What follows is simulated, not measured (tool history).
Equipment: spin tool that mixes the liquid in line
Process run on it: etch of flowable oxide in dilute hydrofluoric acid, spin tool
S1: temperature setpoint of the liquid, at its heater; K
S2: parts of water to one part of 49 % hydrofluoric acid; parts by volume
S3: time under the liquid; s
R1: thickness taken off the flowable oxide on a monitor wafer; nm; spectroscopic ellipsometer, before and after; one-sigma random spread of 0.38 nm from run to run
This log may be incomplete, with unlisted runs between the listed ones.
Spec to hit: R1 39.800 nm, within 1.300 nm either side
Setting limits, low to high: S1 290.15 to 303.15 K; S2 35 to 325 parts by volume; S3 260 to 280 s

run,hour,S1,S2,S3,R1
1,0.0,295.15,180,260,60.939
2,8.4,295.15,155,260,72.340
3,9.1,294.15,170,260,61.774
4,15.4,293.15,180,260,55.870
5,16.4,293.15,140,260,76.168
6,25.2,293.15,80,260,141.740
7,33.5,292.65,110,260,96.720
8,34.9,290.15,180,260,49.367
9,38.3,290.15,185,260,47.599
10,44.7,290.15,190,260,46.378
11,45.6,290.15,195,260,45.783
12,53.0,290.15,200,260,44.281
13,53.8,290.15,205,260,42.368
14,55.3,290.15,210,260,41.150

Next run, 4 choices. One meets every target within its allowed miss, the rest don't. Which?
A,56.8,291.65,220,280,?
B,56.8,298.15,270,280,?
C,56.8,290.15,215,260,?
D,56.8,290.15,220,280,?

move,R1
A,44.978
B,44.358
C,40.482
D,42.414
A: its largest miss is bigger than the last run's
B: its largest miss is bigger than the last run's
C: every result lands within tolerance
D: its largest miss is bigger than the last run's
C meets every target.

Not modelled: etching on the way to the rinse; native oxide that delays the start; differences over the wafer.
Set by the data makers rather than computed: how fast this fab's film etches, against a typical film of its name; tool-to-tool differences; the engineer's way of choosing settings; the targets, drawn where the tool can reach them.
